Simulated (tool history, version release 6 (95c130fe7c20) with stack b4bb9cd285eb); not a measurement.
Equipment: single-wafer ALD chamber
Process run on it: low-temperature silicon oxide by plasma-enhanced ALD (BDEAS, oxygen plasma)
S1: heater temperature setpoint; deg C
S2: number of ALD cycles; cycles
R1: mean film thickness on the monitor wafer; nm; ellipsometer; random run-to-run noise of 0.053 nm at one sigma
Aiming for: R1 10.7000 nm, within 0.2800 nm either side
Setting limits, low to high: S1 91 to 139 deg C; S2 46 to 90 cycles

run 1 hour=0.0 | S1=115 S2=68 | R1=9.3428
run 2 hour=8.8 | S1=115 S2=70 | R1=9.5665
run 3 hour=12.1 | S1=119 S2=70 | R1=9.5851
run 4 hour=19.7 | S1=119 S2=72 | R1=9.7987
-- hour=21.6 thermocouple changed; heater temperature recalibrated
run 5 hour=21.6 | S1=128 S2=72 | R1=9.5495
run 6 hour=24.0 | S1=127 S2=73 | R1=9.6201
run 7 hour=27.6 | S1=125 S2=74 | R1=9.8821
run 8 hour=28.5 | S1=124 S2=75 | R1=10.0150

Which single option among these 4 for the next run brings every result within its allowed miss of target? Just one does.
run A hour=29.4 | S1=126 S2=75 | R1=?
run B hour=29.4 | S1=114 S2=75 | R1=?
run C hour=29.4 | S1=127 S2=81 | R1=?
run D hour=29.4 | S1=109 S2=74 | R1=?

move=A R1=10.0230
move=B R1=10.2830
move=C R1=10.8010
move=D R1=10.2530
A: about as far from the targets as the last run
B: an improvement on the last run, though not all results are within tolerance
C: every result lands within tolerance
D: an improvement on the last run, though not all results are within tolerance
Correct choice: C, which meets every target
